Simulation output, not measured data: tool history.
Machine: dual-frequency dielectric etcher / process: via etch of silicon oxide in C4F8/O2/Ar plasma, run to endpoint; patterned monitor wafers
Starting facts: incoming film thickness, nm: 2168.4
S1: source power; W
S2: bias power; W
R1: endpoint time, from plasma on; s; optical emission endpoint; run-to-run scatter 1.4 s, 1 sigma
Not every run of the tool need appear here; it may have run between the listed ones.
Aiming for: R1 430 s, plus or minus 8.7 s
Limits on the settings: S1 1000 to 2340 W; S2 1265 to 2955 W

{"run": 1, "day": 0.0, "S1": 1670, "S2": 2110, "R1": 486.39}
{"run": 2, "day": 0.033, "S1": 1920, "S2": 2110, "R1": 467.01}
{"run": 3, "day": 0.367, "S1": 2210, "S2": 2110, "R1": 441.79}
{"run": 4, "day": 0.504, "S1": 2230, "S2": 2120, "R1": 441.72}
{"day": 0.721, "done": "source power generator calibrated"}
{"run": 5, "day": 0.721, "S1": 2230, "S2": 1929, "R1": 460.01}
{"run": 6, "day": 0.842, "S1": 1990, "S2": 1929, "R1": 476.36}
{"run": 7, "day": 1.117, "S1": 2050, "S2": 1984, "R1": 465.83}
{"run": 8, "day": 1.154, "S1": 2100, "S2": 2026, "R1": 457.5}

Consider the 4 candidate settings below. Which is the only one whose results all fall within their allowed miss of target?
{"run": "A", "day": 1.192, "S1": 2290, "S2": 2280, "R1": "?"}
{"run": "B", "day": 1.192, "S1": 1920, "S2": 1690, "R1": "?"}
{"run": "C", "day": 1.192, "S1": 1890, "S2": 1980, "R1": "?"}
{"run": "D", "day": 1.192, "S1": 2310, "S2": 1743, "R1": "?"}

move=A R1=431.47
move=B R1=503.16
move=C R1=481.83
move=D R1=467.23
A: hits every target within its allowed miss
B: misses by more than the last run did
C: misses by more than the last run did
D: misses by more than the last run did
A meets every target.
